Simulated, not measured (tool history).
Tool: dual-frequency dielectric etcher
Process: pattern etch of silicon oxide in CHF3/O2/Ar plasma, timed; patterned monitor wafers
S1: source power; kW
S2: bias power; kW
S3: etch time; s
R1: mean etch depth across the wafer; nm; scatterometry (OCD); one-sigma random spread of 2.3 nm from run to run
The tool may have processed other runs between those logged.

run  hour     S1     S2     S3      R1
  1   0.0  0.520  0.162  567.5  969.74
  2   1.0  0.490  0.161  567.5  945.88
  3   4.0  0.460  0.160  567.5  929.98
  4   7.3  0.440  0.159  567.5  912.70
  5  13.1  0.440  0.179  567.5  963.67
  6  18.0  0.440  0.168  567.5  940.76
  7  26.2  0.410  0.167  567.5  915.00
  8  32.0  0.390  0.167  567.5  902.00

Run 9 is up next; what results do you expect?
  9  36.9  0.380  0.167  567.5   ?

R1: 892.35 nm
